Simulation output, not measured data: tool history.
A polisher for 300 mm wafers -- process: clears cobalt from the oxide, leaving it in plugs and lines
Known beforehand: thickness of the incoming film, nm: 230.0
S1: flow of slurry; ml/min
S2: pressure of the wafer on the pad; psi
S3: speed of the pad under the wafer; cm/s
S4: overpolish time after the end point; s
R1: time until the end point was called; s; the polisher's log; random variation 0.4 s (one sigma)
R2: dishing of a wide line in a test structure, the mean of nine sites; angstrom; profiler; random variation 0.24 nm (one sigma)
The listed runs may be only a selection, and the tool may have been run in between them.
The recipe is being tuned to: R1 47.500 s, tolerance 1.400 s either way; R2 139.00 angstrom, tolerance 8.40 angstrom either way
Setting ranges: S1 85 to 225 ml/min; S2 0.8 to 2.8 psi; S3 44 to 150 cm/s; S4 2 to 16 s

run  hour   S1   S2  S3  S4      R1      R2
  1   0.0  145  1.8  96   8  64.457  235.68
  2   3.8  150  1.9  96   7  60.901  217.03
  3   6.6  165  2.0  94   6  58.716  207.40
  4  11.2  165  2.4  94   6  49.071  238.37
  5  19.3  150  2.4  96   5  48.364  199.41
  6  28.0  150  2.7  96   5  42.815  222.51
  7  30.4  145  2.7  96   4  43.768  189.27
     38.6  -- head pressure recalibrated
  8  38.6  135  2.7  96   4  47.251  175.54

Exactly one of the 5 candidate moves below puts every result within its allowed miss. Which one?
  A  46.8  150  2.7   94   7   ?   ?
  B  46.8  120  2.6  106   6   ?   ?
  C  46.8  135  2.6   98   5   ?   ?
  D  46.8  125  2.7   96   3   ?   ?
  E  46.8  125  2.1  126   6   ?   ?

move      R1      R2
   A  47.808  263.68
   B  46.318  243.54
   C  48.663  207.33
   D  48.672  139.13
   E  47.746  238.68
A: moves away from the targets compared with the last run
B: moves away from the targets compared with the last run
C: moves away from the targets compared with the last run
D: all results in spec
E: moves away from the targets compared with the last run
So the answer is move D, the one that meets all the targets.
